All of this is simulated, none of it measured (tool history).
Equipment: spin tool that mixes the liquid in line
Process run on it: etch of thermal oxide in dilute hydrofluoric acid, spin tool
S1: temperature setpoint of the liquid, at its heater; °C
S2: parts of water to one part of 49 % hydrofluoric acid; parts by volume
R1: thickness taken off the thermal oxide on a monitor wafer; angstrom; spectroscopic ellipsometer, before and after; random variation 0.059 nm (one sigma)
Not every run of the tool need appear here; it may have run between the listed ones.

{"run": 1, "day": 0.0, "S1": 22.0, "S2": 195, "time under the liquid (s)": 310, "R1": 66.281}
{"run": 2, "day": 0.029, "S1": 24.0, "S2": 195, "time under the liquid (s)": 310, "R1": 70.961}
{"run": 3, "day": 0.2, "S1": 24.0, "S2": 195, "time under the liquid (s)": 310, "R1": 71.422}
{"run": 4, "day": 0.417, "S1": 25.5, "S2": 195, "time under the liquid (s)": 310, "R1": 74.663}
{"run": 5, "day": 0.783, "S1": 25.5, "S2": 195, "time under the liquid (s)": 310, "R1": 75.58}
{"run": 6, "day": 1.121, "S1": 25.5, "S2": 195, "time under the liquid (s)": 310, "R1": 75.126}

Run 7 has not been measured yet. What should we expect?
{"run": 7, "day": 1.233, "S1": 25.5, "S2": 195, "time under the liquid (s)": 310, "R1": "?"}

Logged for run 7: R1 74.850 angstrom.
